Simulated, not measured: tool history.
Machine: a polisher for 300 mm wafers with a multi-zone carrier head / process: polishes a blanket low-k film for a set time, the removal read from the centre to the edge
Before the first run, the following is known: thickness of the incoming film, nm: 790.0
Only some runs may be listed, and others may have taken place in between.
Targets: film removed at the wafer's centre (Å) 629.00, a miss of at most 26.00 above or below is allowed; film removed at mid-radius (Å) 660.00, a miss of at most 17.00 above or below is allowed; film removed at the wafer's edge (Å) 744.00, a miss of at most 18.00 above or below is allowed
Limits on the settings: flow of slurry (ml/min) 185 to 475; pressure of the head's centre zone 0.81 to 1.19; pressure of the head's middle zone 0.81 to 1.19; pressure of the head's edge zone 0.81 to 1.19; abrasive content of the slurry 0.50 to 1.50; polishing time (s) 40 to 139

| run | day | flow of slurry (ml/min) | pressure of the head's centre zone | pressure of the head's middle zone | pressure of the head's edge zone | abrasive content of the slurry | polishing time (s) | film removed at the wafer's centre (Å) | film removed at mid-radius (Å) | film removed at the wafer's edge (Å) |
|---|---|---|---|---|---|---|---|---|---|---|
| 1 | 0.000 | 305 | 1.00 | 1.00 | 1.00 | 1.00 | 89 | 566.14 | 544.02 | 563.43 |
| 2 | 0.175 | 310 | 0.98 | 1.00 | 1.05 | 1.10 | 89 | 555.59 | 562.61 | 592.17 |
| 3 | 0.533 | 310 | 0.98 | 1.00 | 1.05 | 1.25 | 89 | 589.91 | 577.26 | 613.90 |
| 4 | 0.762 | 310 | 0.98 | 1.03 | 1.05 | 1.25 | 89 | 584.55 | 594.34 | 614.23 |
| 5 | 0.950 | 315 | 0.97 | 1.02 | 1.09 | 1.30 | 91 | 615.56 | 616.53 | 648.09 |
| 6 | 1.204 | 320 | 0.94 | 1.01 | 1.12 | 1.35 | 92 | 604.05 | 628.95 | 672.48 |
| 7 | 1.288 | 325 | 0.93 | 1.00 | 1.14 | 1.40 | 93 | 617.34 | 637.48 | 683.52 |
| 8 | 1.450 | 315 | 0.91 | 0.98 | 1.15 | 1.45 | 95 | 616.22 | 646.88 | 713.23 |

Which of these 5 next moves meets every target?
| A | 1.612 | 340 | 0.93 | 1.03 | 1.11 | 1.30 | 96 | ? | ? | ? |
| B | 1.612 | 335 | 0.96 | 0.97 | 1.11 | 1.30 | 94 | ? | ? | ? |
| C | 1.612 | 420 | 0.91 | 0.99 | 1.19 | 1.20 | 101 | ? | ? | ? |
| D | 1.612 | 395 | 0.95 | 1.06 | 1.17 | 1.30 | 93 | ? | ? | ? |
| E | 1.612 | 310 | 0.91 | 0.97 | 1.17 | 1.50 | 91 | ? | ? | ? |

| move | film removed at the wafer's centre (Å) | film removed at mid-radius (Å) | film removed at the wafer's edge (Å) |
|---|---|---|---|
| A | 618.68 | 662.15 | 701.09 |
| B | 624.65 | 615.71 | 686.59 |
| C | 629.04 | 664.86 | 752.99 |
| D | 618.13 | 662.66 | 702.03 |
| E | 595.39 | 619.78 | 710.71 |
A: lands further from the targets than the last run did
B: lands further from the targets than the last run did
C: all results land within tolerance of their targets
D: lands further from the targets than the last run did
E: lands further from the targets than the last run did
So the answer is move C, the one that meets all the targets.
